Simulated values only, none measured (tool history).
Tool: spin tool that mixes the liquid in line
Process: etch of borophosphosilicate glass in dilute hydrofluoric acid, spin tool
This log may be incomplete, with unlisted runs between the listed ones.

run,hour,temperature setpoint of the liquid (K),parts of water to one part of 49 % hydrofluoric acid (parts by volume),time under the liquid (s),thickness taken off the borophosphosilicate glass on a monitor wafer (nm)
1,0,295.15,185,65,25.108
2,3,295.15,150,65,31.562
3,9.1,293.65,170,65,25.889
4,16.1,292.65,185,65,22.55
5,24.4,296.15,185,65,25.322
6,30.1,296.15,185,65,25.655

Run 7 is up next; what results do you expect?
7,36.8,294.65,195,65,?

{"run 7": {"thickness taken off the borophosphosilicate glass on a monitor wafer (nm)": 22.631}}

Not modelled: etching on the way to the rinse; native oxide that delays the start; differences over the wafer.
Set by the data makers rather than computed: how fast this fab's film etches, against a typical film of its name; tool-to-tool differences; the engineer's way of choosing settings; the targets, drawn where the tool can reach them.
